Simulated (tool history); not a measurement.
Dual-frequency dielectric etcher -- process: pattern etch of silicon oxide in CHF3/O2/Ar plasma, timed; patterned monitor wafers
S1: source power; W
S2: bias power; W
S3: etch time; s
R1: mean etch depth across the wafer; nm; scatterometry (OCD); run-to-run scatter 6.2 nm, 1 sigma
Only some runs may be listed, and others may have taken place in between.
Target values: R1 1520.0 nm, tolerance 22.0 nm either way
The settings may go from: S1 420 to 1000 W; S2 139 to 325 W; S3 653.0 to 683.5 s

run 1 day=0.000 | S1=710 S2=232 S3=653.0 | R1=1397.0
run 2 day=0.238 | S1=740 S2=233 S3=653.0 | R1=1422.9
run 3 day=0.571 | S1=760 S2=234 S3=653.0 | R1=1433.8
run 4 day=0.867 | S1=780 S2=235 S3=653.0 | R1=1452.9
run 5 day=1.242 | S1=650 S2=235 S3=653.0 | R1=1363.8
run 6 day=1.496 | S1=550 S2=235 S3=653.0 | R1=1269.8
run 7 day=1.612 | S1=610 S2=237 S3=653.0 | R1=1326.2
run 8 day=1.771 | S1=660 S2=239 S3=653.0 | R1=1371.8
-- day=2.025 source power generator calibrated
run 9 day=2.025 | S1=700 S2=240 S3=653.0 | R1=1393.1

Consider the 5 candidate settings below. Which is the only one whose results all fall within their allowed miss of target?
run A day=2.279 | S1=710 S2=259 S3=667.0 | R1=?
run B day=2.279 | S1=750 S2=236 S3=683.5 | R1=?
run C day=2.279 | S1=730 S2=271 S3=679.5 | R1=?
run D day=2.279 | S1=730 S2=263 S3=653.0 | R1=?
run E day=2.279 | S1=770 S2=294 S3=675.0 | R1=?

move=A R1=1457.9
move=B R1=1482.9
move=C R1=1523.6
move=D R1=1450.2
move=E R1=1587.2
A: gains on the last run, yet a result remains outside its allowed miss
B: gains on the last run, yet a result remains outside its allowed miss
C: every result within its allowed miss
D: gains on the last run, yet a result remains outside its allowed miss
E: pushes the last run's worst result past its target
C meets every target.

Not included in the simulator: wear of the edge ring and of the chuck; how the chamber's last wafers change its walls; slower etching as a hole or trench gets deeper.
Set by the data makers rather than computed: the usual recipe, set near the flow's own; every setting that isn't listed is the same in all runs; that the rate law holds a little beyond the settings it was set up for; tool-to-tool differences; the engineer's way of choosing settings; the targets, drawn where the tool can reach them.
